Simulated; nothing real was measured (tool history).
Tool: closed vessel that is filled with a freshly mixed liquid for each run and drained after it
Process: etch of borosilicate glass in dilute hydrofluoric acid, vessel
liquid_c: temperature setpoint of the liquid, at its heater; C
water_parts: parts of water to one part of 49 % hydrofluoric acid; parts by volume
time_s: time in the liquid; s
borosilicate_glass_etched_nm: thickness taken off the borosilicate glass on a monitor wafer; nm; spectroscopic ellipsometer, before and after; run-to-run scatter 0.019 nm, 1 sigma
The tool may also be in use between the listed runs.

run 1 hour=0 | liquid_c=23 water_parts=125 time_s=30 | borosilicate_glass_etched_nm=4.0036
run 2 hour=4.5 | liquid_c=23 water_parts=85 time_s=30 | borosilicate_glass_etched_nm=6.1715
run 3 hour=11.5 | liquid_c=22 water_parts=85 time_s=30 | borosilicate_glass_etched_nm=5.9225
run 4 hour=19.6 | liquid_c=22 water_parts=60 time_s=30 | borosilicate_glass_etched_nm=8.6658
run 5 hour=22.5 | liquid_c=25 water_parts=60 time_s=30 | borosilicate_glass_etched_nm=9.8352
run 6 hour=23.5 | liquid_c=23 water_parts=60 time_s=30 | borosilicate_glass_etched_nm=9.0742

Run 7 has not been measured yet. What should we expect?
run 7 hour=26.1 | liquid_c=21 water_parts=65 time_s=30 | borosilicate_glass_etched_nm=?

borosilicate_glass_etched_nm: 7.6437 nm

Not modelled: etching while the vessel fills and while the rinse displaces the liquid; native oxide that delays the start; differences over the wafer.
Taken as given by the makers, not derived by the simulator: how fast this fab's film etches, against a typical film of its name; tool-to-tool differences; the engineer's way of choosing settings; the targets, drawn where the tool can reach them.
